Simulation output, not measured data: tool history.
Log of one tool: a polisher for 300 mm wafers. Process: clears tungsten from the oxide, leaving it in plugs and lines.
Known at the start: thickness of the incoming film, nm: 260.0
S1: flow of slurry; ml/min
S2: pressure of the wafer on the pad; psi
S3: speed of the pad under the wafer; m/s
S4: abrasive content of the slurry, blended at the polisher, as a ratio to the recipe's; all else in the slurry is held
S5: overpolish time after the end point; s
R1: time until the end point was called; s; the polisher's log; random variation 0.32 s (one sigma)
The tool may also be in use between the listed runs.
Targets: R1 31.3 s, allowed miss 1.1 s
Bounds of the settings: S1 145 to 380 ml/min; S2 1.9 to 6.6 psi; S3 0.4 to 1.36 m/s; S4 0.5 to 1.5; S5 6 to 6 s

run 1 hour=0 | S1=245 S2=4.2 S3=0.88 S4=1 S5=6 | R1=53.995
run 2 hour=2.6 | S1=210 S2=4.2 S3=0.88 S4=1 S5=6 | R1=56.611
run 3 hour=8.1 | S1=235 S2=4.8 S3=0.88 S4=1 S5=6 | R1=49.432
run 4 hour=14.1 | S1=250 S2=5.3 S3=0.9 S4=1 S5=6 | R1=43.264
run 5 hour=14.8 | S1=260 S2=5.7 S3=0.92 S4=1 S5=6 | R1=39.663
run 6 hour=18.5 | S1=260 S2=5.7 S3=0.74 S4=1 S5=6 | R1=48.705
run 7 hour=24.4 | S1=265 S2=6 S3=0.8 S4=1 S5=6 | R1=42.472
run 8 hour=30.8 | S1=265 S2=6.2 S3=0.84 S4=1 S5=6 | R1=39.214
run 9 hour=39.3 | S1=265 S2=6.3 S3=0.88 S4=1 S5=6 | R1=36.663
run 10 hour=41.6 | S1=265 S2=6.4 S3=0.9 S4=1 S5=6 | R1=35.395
run 11 hour=45.9 | S1=265 S2=6.5 S3=0.92 S4=1 S5=6 | R1=34.203
run 12 hour=51.2 | S1=265 S2=6.5 S3=0.94 S4=1 S5=6 | R1=33.292
run 13 hour=52.3 | S1=265 S2=6.5 S3=0.96 S4=1 S5=6 | R1=32.783

4 next moves are on the table. One of them brings every result within its allowed miss. Which?
run A hour=53.4 | S1=225 S2=6.5 S3=0.94 S4=0.9 S5=6 | R1=?
run B hour=53.4 | S1=260 S2=6.6 S3=0.96 S4=1.15 S5=6 | R1=?
run C hour=53.4 | S1=295 S2=6.4 S3=0.94 S4=0.95 S5=6 | R1=?
run D hour=53.4 | S1=255 S2=6.6 S3=0.86 S4=1.1 S5=6 | R1=?

move=A R1=35.581
move=B R1=31.374
move=C R1=34.594
move=D R1=35.451
A: further off than the last run
B: meets every target
C: further off than the last run
D: further off than the last run
Answer: B
